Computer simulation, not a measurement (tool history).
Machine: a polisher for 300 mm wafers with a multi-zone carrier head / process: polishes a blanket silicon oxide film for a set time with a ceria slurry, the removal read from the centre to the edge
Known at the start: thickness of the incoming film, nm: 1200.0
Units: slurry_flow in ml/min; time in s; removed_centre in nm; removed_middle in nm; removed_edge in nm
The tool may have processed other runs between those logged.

Run 1, hour 0: slurry_flow 315 ml/min, centre_zone 1, middle_zone 1, edge_zone 1, time 43 s. Result: removed_centre 213.32 nm, removed_middle 203.7 nm, removed_edge 206.73 nm.
Run 2, hour 7.7: slurry_flow 315 ml/min, centre_zone 1, middle_zone 1, edge_zone 0.95, time 43 s. Result: removed_centre 212.12 nm, removed_middle 203.58 nm, removed_edge 203.8 nm.
Run 3, hour 12.4: slurry_flow 315 ml/min, centre_zone 1, middle_zone 1.04, edge_zone 0.95, time 43 s. Result: removed_centre 209.64 nm, removed_middle 210.75 nm, removed_edge 203.79 nm.
Run 4, hour 20.4: slurry_flow 315 ml/min, centre_zone 0.97, middle_zone 1.04, edge_zone 0.95, time 43 s. Result: removed_centre 205.08 nm, removed_middle 213.74 nm, removed_edge 211.78 nm.
Run 5, hour 27.4: slurry_flow 315 ml/min, centre_zone 0.97, middle_zone 1.04, edge_zone 1.03, time 43 s. Result: removed_centre 204.6 nm, removed_middle 210.51 nm, removed_edge 212.98 nm.
Run 6, hour 31.5: slurry_flow 315 ml/min, centre_zone 0.97, middle_zone 1.04, edge_zone 1.03, time 54 s. Result: removed_centre 257.9 nm, removed_middle 274.51 nm, removed_edge 268.76 nm.
Run 7, hour 38.2: slurry_flow 310 ml/min, centre_zone 0.95, middle_zone 1.05, edge_zone 1.01, time 46 s. Result: removed_centre 216.08 nm, removed_middle 228.72 nm, removed_edge 228 nm.
Run 8, hour 42.2: slurry_flow 300 ml/min, centre_zone 0.85, middle_zone 1.07, edge_zone 0.94, time 34 s. Result: removed_centre 136.69 nm, removed_middle 169.13 nm, removed_edge 158.04 nm.
Run 9, hour 46.5: slurry_flow 300 ml/min, centre_zone 0.86, middle_zone 1.05, edge_zone 0.96, time 34 s. Result: removed_centre 145.9 nm, removed_middle 169.28 nm, removed_edge 166.92 nm.
Run 10, hour 48.9: slurry_flow 300 ml/min, centre_zone 0.86, middle_zone 1.05, edge_zone 0.96, time 34 s. Result: removed_centre 141.55 nm, removed_middle 166.18 nm, removed_edge 163.87 nm.

The next listed run, before its measurement:
Run 11, hour 57.5: slurry_flow 300 ml/min, centre_zone 0.86, middle_zone 1.04, edge_zone 0.96, time 34 s. Result: removed_centre ?, removed_middle ?, removed_edge ?.

Run 11 produced removed_centre 141.93 nm, removed_middle 167.41 nm, removed_edge 165.89 nm.
